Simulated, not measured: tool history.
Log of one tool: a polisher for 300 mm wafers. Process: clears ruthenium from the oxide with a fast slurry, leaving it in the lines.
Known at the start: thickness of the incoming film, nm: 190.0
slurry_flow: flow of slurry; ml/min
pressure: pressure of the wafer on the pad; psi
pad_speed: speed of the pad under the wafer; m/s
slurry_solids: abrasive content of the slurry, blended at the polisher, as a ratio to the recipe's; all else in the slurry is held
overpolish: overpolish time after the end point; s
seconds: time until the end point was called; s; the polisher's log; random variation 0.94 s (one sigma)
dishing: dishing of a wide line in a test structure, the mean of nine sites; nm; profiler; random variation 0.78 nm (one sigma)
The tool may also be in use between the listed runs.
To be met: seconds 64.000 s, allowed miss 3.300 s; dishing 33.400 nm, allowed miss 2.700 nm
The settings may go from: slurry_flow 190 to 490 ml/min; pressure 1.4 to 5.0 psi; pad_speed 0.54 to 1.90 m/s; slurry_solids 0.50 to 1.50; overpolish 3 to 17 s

| run | day | slurry_flow | pressure | pad_speed | slurry_solids | overpolish | seconds | dishing |
|---|---|---|---|---|---|---|---|---|
| 1 | 0.000 | 315 | 3.2 | 1.22 | 1.00 | 9 | 30.527 | 41.559 |
| 2 | 0.354 | 315 | 2.9 | 1.18 | 1.00 | 10 | 35.408 | 39.292 |
| 3 | 0.438 | 275 | 2.9 | 1.18 | 1.00 | 10 | 35.453 | 39.271 |
| 4 | 0.525 | 275 | 2.7 | 1.16 | 1.00 | 11 | 38.316 | 39.967 |
| 5 | 0.621 | 275 | 2.7 | 1.16 | 1.00 | 14 | 38.840 | 47.815 |
| 6 | 0.867 | 275 | 2.5 | 1.14 | 1.00 | 14 | 42.382 | 44.450 |
| 7 | 1.146 | 275 | 2.3 | 1.12 | 1.00 | 14 | 48.125 | 41.392 |
| 8 | 1.308 | 275 | 1.5 | 1.10 | 1.00 | 14 | 72.081 | 26.839 |
| 9 | 1.400 | 275 | 1.6 | 1.10 | 1.00 | 15 | 66.932 | 32.006 |

4 next moves are on the table. One of them brings every result within its allowed miss. Which?
| A | 1.492 | 205 | 1.6 | 1.06 | 1.15 | 13 | ? | ? |
| B | 1.492 | 195 | 1.6 | 0.92 | 1.30 | 16 | ? | ? |
| C | 1.492 | 310 | 1.8 | 1.14 | 0.80 | 15 | ? | ? |
| D | 1.492 | 340 | 1.6 | 1.10 | 1.05 | 12 | ? | ? |

| move | seconds | dishing |
|---|---|---|
| A | 65.067 | 28.757 |
| B | 71.196 | 32.070 |
| C | 62.589 | 34.026 |
| D | 63.270 | 27.395 |
A: brings the result that was furthest off to its target, and leaves another outside
B: further off than the last run
C: meets every target
D: brings the result that was furthest off to its target, and leaves another outside
The right move is C.

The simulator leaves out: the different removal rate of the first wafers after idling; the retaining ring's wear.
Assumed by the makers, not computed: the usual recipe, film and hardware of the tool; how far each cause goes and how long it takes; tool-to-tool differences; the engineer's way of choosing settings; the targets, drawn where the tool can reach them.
